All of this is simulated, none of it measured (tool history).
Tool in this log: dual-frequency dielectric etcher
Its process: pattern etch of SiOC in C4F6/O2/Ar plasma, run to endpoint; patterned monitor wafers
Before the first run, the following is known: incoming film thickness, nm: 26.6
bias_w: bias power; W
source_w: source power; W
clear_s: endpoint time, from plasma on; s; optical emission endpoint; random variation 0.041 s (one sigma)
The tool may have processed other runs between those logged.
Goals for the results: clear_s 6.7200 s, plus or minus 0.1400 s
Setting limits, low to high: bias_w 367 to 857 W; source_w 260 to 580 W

{"run": 1, "hour": 0.0, "bias_w": 612, "source_w": 420, "clear_s": 7.9864}
{"run": 2, "hour": 0.6, "bias_w": 612, "source_w": 370, "clear_s": 8.4945}
{"run": 3, "hour": 1.1, "bias_w": 612, "source_w": 400, "clear_s": 8.2785}
{"run": 4, "hour": 4.4, "bias_w": 683, "source_w": 420, "clear_s": 7.5154}
{"run": 5, "hour": 9.9, "bias_w": 622, "source_w": 420, "clear_s": 7.9515}
{"run": 6, "hour": 13.1, "bias_w": 585, "source_w": 420, "clear_s": 8.1533}
{"run": 7, "hour": 16.4, "bias_w": 707, "source_w": 480, "clear_s": 6.8874}
{"run": 8, "hour": 18.0, "bias_w": 716, "source_w": 480, "clear_s": 6.8604}

4 candidate next runs follow, results not yet known. Just one meets every target within its allowed miss. Identify it.
{"run": "A", "hour": 19.6, "bias_w": 730, "source_w": 460, "clear_s": "?"}
{"run": "B", "hour": 19.6, "bias_w": 793, "source_w": 450, "clear_s": "?"}
{"run": "C", "hour": 19.6, "bias_w": 808, "source_w": 400, "clear_s": "?"}
{"run": "D", "hour": 19.6, "bias_w": 722, "source_w": 440, "clear_s": "?"}

move=A clear_s=7.0088
move=B clear_s=6.8028
move=C clear_s=7.1700
move=D clear_s=7.2106
A: lands further from the targets than the last run did
B: every result lands within tolerance
C: lands further from the targets than the last run did
D: lands further from the targets than the last run did
Go with B: it meets all targets.
